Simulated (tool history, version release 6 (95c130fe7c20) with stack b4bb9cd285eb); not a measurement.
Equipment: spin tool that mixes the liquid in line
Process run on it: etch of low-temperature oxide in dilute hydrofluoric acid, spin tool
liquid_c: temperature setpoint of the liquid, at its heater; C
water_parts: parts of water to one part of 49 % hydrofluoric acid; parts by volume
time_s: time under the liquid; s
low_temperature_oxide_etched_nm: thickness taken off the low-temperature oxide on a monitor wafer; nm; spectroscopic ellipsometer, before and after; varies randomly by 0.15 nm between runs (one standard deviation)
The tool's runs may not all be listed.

run	hour	liquid_c	water_parts	time_s	low_temperature_oxide_etched_nm
1	0.0	23.0	60	55	13.233
2	4.7	25.5	55	55	16.167
3	12.3	23.0	55	55	14.700
4	19.6	23.0	55	55	14.573
5	25.1	25.5	50	55	18.040
6	33.6	25.5	50	55	17.946
7	36.2	27.5	50	55	19.534
8	37.1	28.5	50	55	20.536
9	38.3	29.5	50	55	21.031
10	45.1	30.0	50	55	21.616
11	50.1	30.5	50	55	22.046
12	59.1	31.0	50	55	22.456
13	66.0	30.5	50	55	22.078
14	70.7	31.0	50	55	22.453

The next listed run, before its measurement:
15	75.7	30.5	50	55	?

{"run 15": {"low_temperature_oxide_etched_nm": 21.847}}
